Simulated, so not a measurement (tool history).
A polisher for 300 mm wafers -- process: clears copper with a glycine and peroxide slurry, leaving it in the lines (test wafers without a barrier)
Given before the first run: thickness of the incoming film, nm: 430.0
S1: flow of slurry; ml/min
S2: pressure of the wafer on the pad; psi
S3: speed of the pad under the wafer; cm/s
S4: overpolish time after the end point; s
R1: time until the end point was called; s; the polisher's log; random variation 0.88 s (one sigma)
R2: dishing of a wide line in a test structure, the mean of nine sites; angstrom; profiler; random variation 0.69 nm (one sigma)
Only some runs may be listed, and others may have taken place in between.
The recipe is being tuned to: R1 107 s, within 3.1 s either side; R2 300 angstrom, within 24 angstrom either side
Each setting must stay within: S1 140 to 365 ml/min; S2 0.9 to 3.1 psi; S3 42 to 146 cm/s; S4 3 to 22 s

run  hour   S1   S2   S3  S4      R1      R2
  1     0  235    2   94  11  96.445  331.55
  2     1  235    2   94  15  98.188     420
  3   6.2  235    2  104  15  94.106  437.89
  4  10.4  235  2.5  104  15  78.784  500.17
  5  16.6  235  2.3  104  14  83.854  467.17
  6  20.8  235  2.2  104  13  85.952  416.05
  7    24  225  1.6  102  11  110.45  276.54
  8  28.8  230  1.6  102  11  110.15  288.76
  9  33.1  240  1.6  102  11  112.07  285.58

Exercise: of the 4 proposed moves below, exactly one satisfies all targets within the stated allowed misses. Which move is it?
  A  37.4  145  1.8  110   9   ?   ?
  B  37.4  210  1.5  102  10   ?   ?
  C  37.4  210  1.8   96  11   ?   ?
  D  37.4  235  1.7  110  10   ?   ?

move      R1      R2
   A  105.02  252.77
   B  117.67   249.9
   C  106.62  299.19
   D  102.26  284.09
A: gets the furthest-off result to its target, but another result is out of tolerance
B: further off than the last run
C: hits every target within its allowed miss
D: the result that was furthest off in the last run now lies on the other side of its target
Go with C: it meets all targets.
